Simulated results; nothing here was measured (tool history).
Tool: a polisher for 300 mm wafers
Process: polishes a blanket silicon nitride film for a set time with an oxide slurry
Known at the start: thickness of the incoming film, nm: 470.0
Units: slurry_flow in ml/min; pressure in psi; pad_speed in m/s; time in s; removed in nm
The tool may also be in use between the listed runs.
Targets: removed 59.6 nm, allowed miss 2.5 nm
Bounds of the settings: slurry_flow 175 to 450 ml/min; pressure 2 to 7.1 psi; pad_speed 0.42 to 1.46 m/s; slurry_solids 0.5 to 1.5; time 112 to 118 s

Run 1, day 0: slurry_flow 290 ml/min, pressure 4.5 psi, pad_speed 0.94 m/s, slurry_solids 1, time 112 s. Result: removed 87.498 nm.
Run 2, day 0.254: slurry_flow 290 ml/min, pressure 4.5 psi, pad_speed 0.94 m/s, slurry_solids 1, time 118 s. Result: removed 90.329 nm.
Run 3, day 0.592: slurry_flow 290 ml/min, pressure 4.5 psi, pad_speed 0.94 m/s, slurry_solids 1, time 118 s. Result: removed 94.363 nm.
Run 4, day 0.846: slurry_flow 290 ml/min, pressure 4.1 psi, pad_speed 0.94 m/s, slurry_solids 1, time 118 s. Result: removed 84.162 nm.
Run 5, day 0.921: slurry_flow 290 ml/min, pressure 3.8 psi, pad_speed 0.94 m/s, slurry_solids 1, time 118 s. Result: removed 80.246 nm.
Run 6, day 0.979: slurry_flow 315 ml/min, pressure 3.8 psi, pad_speed 0.94 m/s, slurry_solids 1, time 118 s. Result: removed 79.745 nm.
Run 7, day 1.054: slurry_flow 315 ml/min, pressure 3.5 psi, pad_speed 0.94 m/s, slurry_solids 1, time 118 s. Result: removed 73.439 nm.
Run 8, day 1.396: slurry_flow 315 ml/min, pressure 3.3 psi, pad_speed 0.94 m/s, slurry_solids 1, time 118 s. Result: removed 70.341 nm.
Run 9, day 1.712: slurry_flow 315 ml/min, pressure 3.2 psi, pad_speed 0.94 m/s, slurry_solids 1, time 118 s. Result: removed 67.953 nm.
Run 10, day 1.95: slurry_flow 315 ml/min, pressure 2.6 psi, pad_speed 0.94 m/s, slurry_solids 1, time 118 s. Result: removed 55.098 nm.

5 next moves are on the table. One of them brings every result within its allowed miss. Which?
Run A, day 2.188: slurry_flow 410 ml/min, pressure 3.8 psi, pad_speed 0.9 m/s, slurry_solids 0.5, time 112 s. Result: removed ?.
Run B, day 2.188: slurry_flow 330 ml/min, pressure 2.5 psi, pad_speed 0.82 m/s, slurry_solids 0.95, time 116 s. Result: removed ?.
Run C, day 2.188: slurry_flow 310 ml/min, pressure 2.7 psi, pad_speed 1.04 m/s, slurry_solids 1, time 116 s. Result: removed ?.
Run D, day 2.188: slurry_flow 325 ml/min, pressure 2.6 psi, pad_speed 0.84 m/s, slurry_solids 1, time 112 s. Result: removed ?.
Run E, day 2.188: slurry_flow 330 ml/min, pressure 3.6 psi, pad_speed 0.78 m/s, slurry_solids 0.95, time 116 s. Result: removed ?.

move  removed
   A   50.207
   B   48.814
   C   60.722
   D   50.684
   E   66.896
A: further off than the last run
B: further off than the last run
C: meets every target
D: further off than the last run
E: takes the result that was furthest off past its target
The right move is C.
